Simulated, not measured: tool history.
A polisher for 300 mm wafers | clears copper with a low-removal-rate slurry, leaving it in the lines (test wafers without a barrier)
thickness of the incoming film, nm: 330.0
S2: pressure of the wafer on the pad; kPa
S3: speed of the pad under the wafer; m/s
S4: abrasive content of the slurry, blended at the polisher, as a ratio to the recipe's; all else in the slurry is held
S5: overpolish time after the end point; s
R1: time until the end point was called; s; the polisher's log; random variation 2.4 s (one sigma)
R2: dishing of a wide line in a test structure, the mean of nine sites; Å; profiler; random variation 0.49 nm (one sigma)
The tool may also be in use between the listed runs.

run 1 hour=0 | flow_of_slurry_(ml/min)=155 S2=19.3 S3=0.9 S4=1 S5=14 | R1=156.41 R2=233.5
run 2 hour=6.8 | flow_of_slurry_(ml/min)=120 S2=19.3 S3=0.9 S4=1 S5=14 | R1=166.49 R2=217.66
run 3 hour=15.8 | flow_of_slurry_(ml/min)=95 S2=19.3 S3=0.9 S4=1 S5=14 | R1=178.61 R2=199.01
run 4 hour=17.8 | flow_of_slurry_(ml/min)=95 S2=18.6 S3=0.9 S4=1 S5=15 | R1=187.86 R2=210.53
run 5 hour=20.9 | flow_of_slurry_(ml/min)=95 S2=18.6 S3=0.9 S4=1 S5=10 | R1=186.38 R2=137.71
run 6 hour=27.3 | flow_of_slurry_(ml/min)=95 S2=15.9 S3=0.9 S4=1 S5=10 | R1=218.55 R2=123.51
run 7 hour=32 | flow_of_slurry_(ml/min)=105 S2=15.9 S3=0.9 S4=1 S5=12 | R1=208.22 R2=150.94

Forecast run 8:
run 8 hour=39.5 | flow_of_slurry_(ml/min)=110 S2=15.9 S3=0.9 S4=1 S5=13 | R1=? R2=?

{"run 8": {"R1": 206.21, "R2": 163.27}}

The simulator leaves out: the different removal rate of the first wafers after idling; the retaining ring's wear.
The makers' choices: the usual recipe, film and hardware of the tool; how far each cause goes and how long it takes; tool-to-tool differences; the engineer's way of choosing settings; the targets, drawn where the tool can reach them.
